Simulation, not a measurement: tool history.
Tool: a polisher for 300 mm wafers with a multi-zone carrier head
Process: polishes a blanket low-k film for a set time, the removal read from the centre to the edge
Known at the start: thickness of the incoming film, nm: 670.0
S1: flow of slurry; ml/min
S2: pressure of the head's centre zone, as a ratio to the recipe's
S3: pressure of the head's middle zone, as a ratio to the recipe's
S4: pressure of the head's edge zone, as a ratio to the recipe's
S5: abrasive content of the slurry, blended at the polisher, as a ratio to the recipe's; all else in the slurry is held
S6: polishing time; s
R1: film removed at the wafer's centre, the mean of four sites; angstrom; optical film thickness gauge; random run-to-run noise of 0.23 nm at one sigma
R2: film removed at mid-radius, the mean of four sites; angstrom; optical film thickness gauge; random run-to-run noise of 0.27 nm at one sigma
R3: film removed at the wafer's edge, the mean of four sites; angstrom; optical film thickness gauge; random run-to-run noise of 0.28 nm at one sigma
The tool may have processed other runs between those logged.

| run | day | S1 | S2 | S3 | S4 | S5 | S6 | R1 | R2 | R3 |
|---|---|---|---|---|---|---|---|---|---|---|
| 1 | 0.000 | 240 | 1.00 | 1.00 | 1.00 | 1.00 | 82 | 308.46 | 311.63 | 314.85 |
| 2 | 0.367 | 240 | 0.98 | 0.99 | 0.99 | 0.90 | 79 | 273.21 | 285.89 | 293.13 |
| 3 | 0.525 | 240 | 0.98 | 1.02 | 0.99 | 0.90 | 79 | 274.32 | 292.66 | 286.76 |
| 4 | 0.812 | 240 | 0.98 | 1.01 | 0.98 | 0.85 | 76 | 257.49 | 267.15 | 266.86 |
| 5 | 1.129 | 180 | 0.98 | 1.01 | 0.98 | 0.85 | 76 | 242.48 | 259.94 | 253.77 |
| 6 | 1.204 | 180 | 0.98 | 1.01 | 1.05 | 0.85 | 76 | 239.74 | 255.47 | 266.26 |
| 7 | 1.512 | 175 | 0.97 | 1.01 | 1.03 | 0.80 | 75 | 228.75 | 245.40 | 254.76 |
| 8 | 1.583 | 170 | 0.96 | 1.01 | 1.01 | 0.75 | 74 | 216.61 | 232.13 | 236.30 |

Forecast run 9:
| 9 | 1.921 | 170 | 0.95 | 1.00 | 1.00 | 0.70 | 74 | ? | ? | ? |

Run 9 produced R1 197.95 angstrom, R2 223.54 angstrom, R3 229.05 angstrom.
